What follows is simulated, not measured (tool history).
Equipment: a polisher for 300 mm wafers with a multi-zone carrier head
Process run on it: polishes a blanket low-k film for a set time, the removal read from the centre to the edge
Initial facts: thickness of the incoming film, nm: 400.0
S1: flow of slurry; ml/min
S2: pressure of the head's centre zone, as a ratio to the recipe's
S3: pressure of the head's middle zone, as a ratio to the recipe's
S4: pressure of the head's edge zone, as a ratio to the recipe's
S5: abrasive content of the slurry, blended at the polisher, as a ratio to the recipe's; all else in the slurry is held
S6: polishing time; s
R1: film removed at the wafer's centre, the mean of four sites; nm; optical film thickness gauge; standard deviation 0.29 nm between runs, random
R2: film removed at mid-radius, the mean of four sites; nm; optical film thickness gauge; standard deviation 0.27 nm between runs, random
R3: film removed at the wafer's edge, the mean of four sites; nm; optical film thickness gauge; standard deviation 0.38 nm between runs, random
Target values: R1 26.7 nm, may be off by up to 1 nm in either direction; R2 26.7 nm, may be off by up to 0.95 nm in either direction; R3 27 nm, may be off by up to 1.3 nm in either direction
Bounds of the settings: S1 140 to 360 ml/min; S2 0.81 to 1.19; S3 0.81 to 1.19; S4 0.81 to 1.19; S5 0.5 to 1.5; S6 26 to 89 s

| run | day | S1 | S2 | S3 | S4 | S5 | S6 | R1 | R2 | R3 |
|---|---|---|---|---|---|---|---|---|---|---|
| 1 | 0 | 230 | 1 | 1 | 1 | 1 | 57 | 19.034 | 17.707 | 18.156 |
| 2 | 0.358 | 230 | 1 | 1 | 0.95 | 1 | 57 | 18.529 | 17.863 | 17.584 |
| 3 | 0.717 | 230 | 1.06 | 1 | 0.95 | 1 | 57 | 19.287 | 17.448 | 17.863 |
| 4 | 0.804 | 230 | 1.06 | 1 | 0.95 | 0.85 | 57 | 18.348 | 16.447 | 16.825 |
| 5 | 1.133 | 230 | 1.06 | 1 | 0.99 | 0.85 | 57 | 17.807 | 16.059 | 16.484 |
| 6 | 1.154 | 230 | 1.03 | 1 | 1 | 1 | 59 | 19.604 | 18.134 | 19.094 |
| 7 | 1.483 | 240 | 1.05 | 1.04 | 1 | 1.15 | 59 | 21.191 | 19.971 | 20.237 |
| 8 | 1.558 | 245 | 1.05 | 1.06 | 1.02 | 1.25 | 60 | 22.71 | 21.665 | 21.191 |
| 9 | 1.704 | 240 | 1.03 | 1.06 | 1.04 | 1.3 | 62 | 23.639 | 22.428 | 22.774 |
| 10 | 1.758 | 245 | 1.02 | 1.08 | 1.06 | 1.35 | 63 | 24.136 | 23.836 | 23.276 |

Below are 5 possible settings for the next run. Only one of them brings all results inside the allowed miss of their targets. Which is it?
| A | 1.812 | 245 | 1.02 | 1 | 0.92 | 1.35 | 78 | ? | ? | ? |
| B | 1.812 | 170 | 1.05 | 1.14 | 1.16 | 1.25 | 74 | ? | ? | ? |
| C | 1.812 | 240 | 0.87 | 1.18 | 1.05 | 1.35 | 68 | ? | ? | ? |
| D | 1.812 | 185 | 0.87 | 1.09 | 1.15 | 1.35 | 70 | ? | ? | ? |
| E | 1.812 | 275 | 1.01 | 0.98 | 1.17 | 1.4 | 54 | ? | ? | ? |

| move | R1 | R2 | R3 |
|---|---|---|---|
| A | 29.844 | 27.158 | 27.593 |
| B | 26.803 | 26.604 | 27.328 |
| C | 22.133 | 27.226 | 25.486 |
| D | 21.922 | 25.302 | 26.792 |
| E | 21.027 | 18.97 | 21.957 |
A: puts the biggest miss on target and leaves a different result outside tolerance
B: hits every target within its allowed miss
C: puts the biggest miss on target and leaves a different result outside tolerance
D: misses by more than the last run did
E: misses by more than the last run did
Answer: B
